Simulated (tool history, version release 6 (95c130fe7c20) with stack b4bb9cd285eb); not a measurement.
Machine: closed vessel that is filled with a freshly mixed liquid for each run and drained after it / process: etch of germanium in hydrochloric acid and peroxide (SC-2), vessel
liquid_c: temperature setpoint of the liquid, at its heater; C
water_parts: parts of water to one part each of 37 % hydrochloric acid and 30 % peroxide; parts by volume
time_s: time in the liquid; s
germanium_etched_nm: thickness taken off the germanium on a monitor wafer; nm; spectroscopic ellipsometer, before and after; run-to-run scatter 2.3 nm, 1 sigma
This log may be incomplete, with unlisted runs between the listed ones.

run	hour	liquid_c	water_parts	time_s	germanium_etched_nm
1	0	62	9.5	95	269.38
2	4.6	62	6.5	95	275.3
3	10.6	58.5	6.5	95	249.14
4	16.5	61.5	6.5	95	272.33
5	19.4	68	6.5	95	328.97
6	20.7	69	6.5	95	339.68
7	22.5	69.5	6.5	95	339.53

Predict the results of run 8:
8	29.2	70	6.5	95	?

{"run 8": {"germanium_etched_nm": 349.19}}
